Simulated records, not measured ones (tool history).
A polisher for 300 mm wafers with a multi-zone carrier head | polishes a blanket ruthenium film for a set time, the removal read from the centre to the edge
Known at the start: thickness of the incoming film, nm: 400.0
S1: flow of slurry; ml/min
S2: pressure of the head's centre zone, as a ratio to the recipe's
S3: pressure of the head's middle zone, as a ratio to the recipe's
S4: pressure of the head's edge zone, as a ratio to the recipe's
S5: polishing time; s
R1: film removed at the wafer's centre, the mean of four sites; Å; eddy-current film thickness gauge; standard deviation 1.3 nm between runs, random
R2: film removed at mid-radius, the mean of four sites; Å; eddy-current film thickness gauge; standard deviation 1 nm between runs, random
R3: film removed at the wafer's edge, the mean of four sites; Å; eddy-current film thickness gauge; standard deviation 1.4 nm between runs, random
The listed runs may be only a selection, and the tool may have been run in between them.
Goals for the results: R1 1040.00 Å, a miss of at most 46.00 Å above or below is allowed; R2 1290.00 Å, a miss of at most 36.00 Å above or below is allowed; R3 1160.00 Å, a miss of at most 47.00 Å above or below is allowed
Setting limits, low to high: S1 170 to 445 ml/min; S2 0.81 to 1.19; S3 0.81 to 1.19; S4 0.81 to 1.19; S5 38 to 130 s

run	day	S1	S2	S3	S4	S5	R1	R2	R3
1	0.000	285	1.00	1.00	1.00	84	841.64	856.82	831.27
2	0.325	290	0.99	1.04	1.03	89	869.21	934.22	909.37
3	0.467	300	0.99	1.07	1.03	93	928.47	1012.40	921.96
4	0.538	300	0.99	1.07	1.03	86	822.62	915.68	871.33
5	0.662	305	0.99	1.09	1.05	91	895.81	1017.30	936.88
6	0.921	305	1.02	1.09	1.05	91	929.11	1006.30	930.14
7	1.008	310	1.01	1.11	1.08	94	937.47	1048.10	960.82
8	1.225	310	1.00	1.12	1.10	97	940.25	1078.10	1009.70
9	1.492	315	1.00	1.14	1.11	100	985.43	1152.20	1035.50
10	1.779	320	1.00	1.15	1.13	102	1022.10	1174.80	1084.70
11	1.975	325	0.99	1.16	1.13	103	1022.20	1219.10	1066.50
12	2.225	320	0.98	1.16	1.14	104	1031.60	1214.60	1104.50
13	2.375	325	0.97	1.17	1.15	105	1039.70	1229.90	1118.80

5 candidate next runs follow, results not yet known. Just one meets every target within its allowed miss. Identify it.
A	2.525	340	0.94	1.16	1.12	110	?	?	?
B	2.525	365	1.03	1.19	1.10	102	?	?	?
C	2.525	355	0.98	1.16	1.18	103	?	?	?
D	2.525	205	0.87	1.02	1.19	116	?	?	?
E	2.525	430	0.97	1.08	1.07	109	?	?	?

move	R1	R2	R3
A	1040.60	1290.30	1174.00
B	1064.20	1228.80	1084.40
C	1019.60	1211.60	1126.40
D	967.43	1168.50	1231.90
E	1082.50	1221.60	1157.30
A: every result lands within tolerance
B: about as far from the targets as the last run
C: moves away from the targets compared with the last run
D: moves away from the targets compared with the last run
E: moves away from the targets compared with the last run
The right move is A.
